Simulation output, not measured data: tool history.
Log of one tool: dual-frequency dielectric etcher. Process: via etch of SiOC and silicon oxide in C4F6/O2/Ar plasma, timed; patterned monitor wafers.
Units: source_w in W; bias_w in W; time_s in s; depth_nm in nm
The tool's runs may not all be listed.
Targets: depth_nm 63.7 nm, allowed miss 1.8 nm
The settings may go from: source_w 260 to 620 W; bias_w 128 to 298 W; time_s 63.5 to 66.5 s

Run 1, hour 0: source_w 440 W, bias_w 213 W, time_s 63.5 s. Result: depth_nm 75.717 nm.
Run 2, hour 8.9: source_w 500 W, bias_w 213 W, time_s 63.5 s. Result: depth_nm 79.596 nm.
Run 3, hour 9.9: source_w 470 W, bias_w 206 W, time_s 63.5 s. Result: depth_nm 77.174 nm.
Run 4, hour 17.4: source_w 440 W, bias_w 199 W, time_s 63.5 s. Result: depth_nm 74.827 nm.
Run 5, hour 22.9: source_w 440 W, bias_w 199 W, time_s 66.5 s. Result: depth_nm 76.968 nm.
Run 6, hour 31.6: source_w 420 W, bias_w 194 W, time_s 66.5 s. Result: depth_nm 75.1 nm.
Run 7, hour 35.2: source_w 420 W, bias_w 194 W, time_s 66.5 s. Result: depth_nm 75.196 nm.
Run 8, hour 43.6: source_w 400 W, bias_w 190 W, time_s 66.5 s. Result: depth_nm 72.786 nm.
Run 9, hour 46.4: source_w 380 W, bias_w 188 W, time_s 66.5 s. Result: depth_nm 72.78 nm.
Run 10, hour 48.5: source_w 370 W, bias_w 182 W, time_s 66.5 s. Result: depth_nm 71.103 nm.
Run 11, hour 51.6: source_w 360 W, bias_w 178 W, time_s 66.5 s. Result: depth_nm 69.13 nm.
Run 12, hour 53.6: source_w 350 W, bias_w 176 W, time_s 66.5 s. Result: depth_nm 68.189 nm.
Run 13, hour 54.6: source_w 350 W, bias_w 176 W, time_s 66.5 s. Result: depth_nm 68.843 nm.
Run 14, hour 61.4: source_w 340 W, bias_w 174 W, time_s 66.5 s. Result: depth_nm 68.259 nm.
Run 15, hour 68.7: source_w 330 W, bias_w 172 W, time_s 66.5 s. Result: depth_nm 65.761 nm.
Run 16, hour 77.3: source_w 330 W, bias_w 171 W, time_s 66.5 s. Result: depth_nm 66.561 nm.
Run 17, hour 83: source_w 320 W, bias_w 170 W, time_s 66.5 s. Result: depth_nm 66.269 nm.

5 next moves are on the table. One of them brings every result within its allowed miss. Which?
Run A, hour 88.7: source_w 340 W, bias_w 185 W, time_s 66 s. Result: depth_nm ?.
Run B, hour 88.7: source_w 300 W, bias_w 190 W, time_s 64.5 s. Result: depth_nm ?.
Run C, hour 88.7: source_w 370 W, bias_w 184 W, time_s 64.5 s. Result: depth_nm ?.
Run D, hour 88.7: source_w 300 W, bias_w 151 W, time_s 65 s. Result: depth_nm ?.
Run E, hour 88.7: source_w 370 W, bias_w 173 W, time_s 65.5 s. Result: depth_nm ?.

move  depth_nm
   A    68.126
   B    63.667
   C    68.826
   D    60.735
   E    68.865
A: further off than the last run
B: meets every target
C: further off than the last run
D: takes the result that was furthest off past its target
E: further off than the last run
Move B is the one to make.
